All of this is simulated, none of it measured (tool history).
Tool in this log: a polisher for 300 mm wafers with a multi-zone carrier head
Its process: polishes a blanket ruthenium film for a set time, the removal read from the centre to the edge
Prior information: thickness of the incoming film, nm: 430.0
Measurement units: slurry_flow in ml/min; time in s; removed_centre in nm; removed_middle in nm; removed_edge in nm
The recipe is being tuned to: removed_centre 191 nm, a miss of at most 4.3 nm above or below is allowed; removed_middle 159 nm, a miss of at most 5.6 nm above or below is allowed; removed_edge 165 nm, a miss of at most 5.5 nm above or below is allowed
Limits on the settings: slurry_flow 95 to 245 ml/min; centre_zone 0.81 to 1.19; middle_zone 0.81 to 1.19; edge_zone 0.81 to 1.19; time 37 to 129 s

run 1 day=0 | slurry_flow=155 centre_zone=1 middle_zone=1 edge_zone=1 time=83 | removed_centre=133.24 removed_middle=133.83 removed_edge=135.22
run 2 day=0.138 | slurry_flow=155 centre_zone=1 middle_zone=1.06 edge_zone=1 time=83 | removed_centre=133.3 removed_middle=139.54 removed_edge=131.81
run 3 day=0.279 | slurry_flow=130 centre_zone=1 middle_zone=1.06 edge_zone=1 time=83 | removed_centre=130.27 removed_middle=136.04 removed_edge=129.37
run 4 day=0.638 | slurry_flow=150 centre_zone=1.05 middle_zone=1.05 edge_zone=1.03 time=85 | removed_centre=143.01 removed_middle=141.49 removed_edge=136.83
run 5 day=0.846 | slurry_flow=125 centre_zone=1.05 middle_zone=1.05 edge_zone=1.03 time=85 | removed_centre=138.78 removed_middle=135.72 removed_edge=132.18
run 6 day=1.171 | slurry_flow=125 centre_zone=1.05 middle_zone=1.11 edge_zone=1.03 time=85 | removed_centre=140.36 removed_middle=143.41 removed_edge=133.87
run 7 day=1.242 | slurry_flow=145 centre_zone=1.09 middle_zone=1.08 edge_zone=1.06 time=87 | removed_centre=150.7 removed_middle=148.66 removed_edge=140.85
run 8 day=1.562 | slurry_flow=160 centre_zone=1.12 middle_zone=1.04 edge_zone=1.06 time=89 | removed_centre=163.57 removed_middle=146.43 removed_edge=147.1
run 9 day=1.767 | slurry_flow=175 centre_zone=1.14 middle_zone=1.04 edge_zone=1.08 time=89 | removed_centre=167.8 removed_middle=149.84 removed_edge=147.87
run 10 day=1.921 | slurry_flow=185 centre_zone=1.15 middle_zone=1.03 edge_zone=1.1 time=90 | removed_centre=170.43 removed_middle=151.86 removed_edge=153.21
run 11 day=2.008 | slurry_flow=195 centre_zone=1.16 middle_zone=1.02 edge_zone=1.1 time=91 | removed_centre=177.3 removed_middle=153.34 removed_edge=155.84
run 12 day=2.062 | slurry_flow=205 centre_zone=1.17 middle_zone=1.02 edge_zone=1.11 time=92 | removed_centre=182.55 removed_middle=158.9 removed_edge=161.3

Of the 4 settings listed for the next run, only one would bring every result within its allowed miss of target. Which one?
run A day=2.117 | slurry_flow=225 centre_zone=1.17 middle_zone=0.97 edge_zone=1.08 time=96 | removed_centre=? removed_middle=? removed_edge=?
run B day=2.117 | slurry_flow=195 centre_zone=1.08 middle_zone=1.07 edge_zone=1.16 time=96 | removed_centre=? removed_middle=? removed_edge=?
run C day=2.117 | slurry_flow=245 centre_zone=1.1 middle_zone=0.93 edge_zone=1.1 time=97 | removed_centre=? removed_middle=? removed_edge=?
run D day=2.117 | slurry_flow=205 centre_zone=1.13 middle_zone=0.99 edge_zone=1.11 time=93 | removed_centre=? removed_middle=? removed_edge=?

move=A removed_centre=192.63 removed_middle=164.03 removed_edge=169.82
move=B removed_centre=174.27 removed_middle=170.95 removed_edge=172.83
move=C removed_centre=184.89 removed_middle=163.37 removed_edge=174.34
move=D removed_centre=177.91 removed_middle=159.01 removed_edge=165.06
A: all results in spec
B: misses by more than the last run did
C: nearer the targets than the last run, but a result is still out of spec
D: misses by more than the last run did
Move A is the one to make.

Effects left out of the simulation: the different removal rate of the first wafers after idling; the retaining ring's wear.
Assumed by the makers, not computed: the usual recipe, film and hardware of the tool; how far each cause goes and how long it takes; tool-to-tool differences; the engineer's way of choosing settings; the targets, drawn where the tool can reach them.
